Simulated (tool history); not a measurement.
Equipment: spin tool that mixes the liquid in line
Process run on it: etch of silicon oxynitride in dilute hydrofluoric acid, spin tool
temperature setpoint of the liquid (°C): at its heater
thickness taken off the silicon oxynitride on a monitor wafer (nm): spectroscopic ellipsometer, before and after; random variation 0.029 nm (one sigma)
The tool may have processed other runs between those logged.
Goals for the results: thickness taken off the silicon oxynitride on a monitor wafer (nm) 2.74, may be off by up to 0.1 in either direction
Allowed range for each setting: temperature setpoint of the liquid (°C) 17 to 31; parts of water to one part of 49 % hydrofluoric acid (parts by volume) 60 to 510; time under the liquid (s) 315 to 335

run  hour  temperature setpoint of the liquid (°C)  parts of water to one part of 49 % hydrofluoric acid (parts by volume)  time under the liquid (s)  thickness taken off the silicon oxynitride on a monitor wafer (nm)
  1     0                                       23                                                                     285                        315                                                              4.4608
  2   6.9                                       23                                                                     285                        315                                                              4.4878
  3  10.4                                       23                                                                     285                        315                                                              4.5137
  4  18.4                                       23                                                                     205                        315                                                              6.5707
  5  25.1                                       22                                                                     225                        315                                                              5.6731
  6  25.8                                       22                                                                     225                        335                                                              5.9918
  7  27.5                                     21.5                                                                     240                        335                                                               5.484
  8  32.2                                       21                                                                     255                        335                                                               4.981

Which one of the following 5 next-run settings gets every result inside its allowed miss? There is exactly one.
  A  36.9                                       18                                                                     355                        315                                                                   ?
  B  36.9                                     18.5                                                                     385                        315                                                                   ?
  C  36.9                                       22                                                                     190                        335                                                                   ?
  D  36.9                                       19                                                                     345                        315                                                                   ?
  E  36.9                                     21.5                                                                     375                        315                                                                   ?

move  thickness taken off the silicon oxynitride on a monitor wafer (nm)
   A                                                              2.7948
   B                                                               2.592
   C                                                              7.3608
   D                                                              3.0224
   E                                                              3.0436
A: meets every target
B: takes the result that was furthest off past its target
C: lands further from the targets than the last run did
D: an improvement on the last run, though not all results are within tolerance
E: an improvement on the last run, though not all results are within tolerance
Correct choice: A, which meets every target
